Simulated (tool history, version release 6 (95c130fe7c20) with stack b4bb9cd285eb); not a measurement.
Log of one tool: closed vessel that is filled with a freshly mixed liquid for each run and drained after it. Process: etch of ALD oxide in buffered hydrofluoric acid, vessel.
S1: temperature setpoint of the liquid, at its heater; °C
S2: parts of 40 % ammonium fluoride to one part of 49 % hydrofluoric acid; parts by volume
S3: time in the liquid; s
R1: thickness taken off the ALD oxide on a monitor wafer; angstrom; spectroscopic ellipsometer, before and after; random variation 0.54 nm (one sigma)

run    day    S1    S2  S3      R1
  1      0    20  23.5  30  247.26
  2  0.075  21.5  21.5  30   292.1
  3  0.129  22.5    20  30  318.61
  4  0.354  22.5    20  30  325.81
  5  0.638  22.5    25  30  275.09
  6  0.908  23.5    23  30  303.43
  7  1.238  24.5    21  30  349.99

Forecast run 8:
  8  1.267  25  19.5  30   ?

R1: 384.02 angstrom
